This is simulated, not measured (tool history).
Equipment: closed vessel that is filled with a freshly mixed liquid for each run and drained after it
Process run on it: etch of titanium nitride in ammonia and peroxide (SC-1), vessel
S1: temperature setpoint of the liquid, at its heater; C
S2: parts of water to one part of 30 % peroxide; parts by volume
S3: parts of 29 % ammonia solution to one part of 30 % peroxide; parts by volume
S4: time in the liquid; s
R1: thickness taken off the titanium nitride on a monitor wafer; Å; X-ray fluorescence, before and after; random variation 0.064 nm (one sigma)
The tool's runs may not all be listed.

run	hour	S1	S2	S3	S4	R1
1	0	59	26.5	1	295	207.7
2	8.2	63	26.5	1	295	269.32
3	13.8	56.5	26.5	1	295	172.64
4	21.7	59.5	26.5	1	295	210.97
5	27.6	55	27	1	295	157.14
6	33.6	55	27	1	225	118.5
7	40	53	27	1	225	103.2
8	44.4	51.5	27	1	225	93.121
9	51.1	50.5	27	1	225	86.3

Expected results for the next run?
10	58.7	46	27	1	225	?

R1: 63.189 Å
